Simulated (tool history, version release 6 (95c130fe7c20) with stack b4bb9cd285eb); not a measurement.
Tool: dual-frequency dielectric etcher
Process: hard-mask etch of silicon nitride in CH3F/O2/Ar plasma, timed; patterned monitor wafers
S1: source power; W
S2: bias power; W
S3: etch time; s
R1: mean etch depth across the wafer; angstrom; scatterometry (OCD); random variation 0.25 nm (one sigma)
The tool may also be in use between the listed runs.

run,hour,S1,S2,S3,R1
1,0.0,470,97,107.5,931.50
2,3.8,550,97,107.5,999.81
3,6.7,550,82,107.5,920.51
4,10.7,550,82,97.5,837.74
5,17.4,540,82,97.5,833.51
6,21.8,540,89,97.5,857.07
7,26.4,530,89,97.5,850.37
8,29.9,520,89,97.5,847.67

The next listed run, before its measurement:
9,37.9,420,86,97.5,?

Run 9 gave R1 763.93 angstrom.
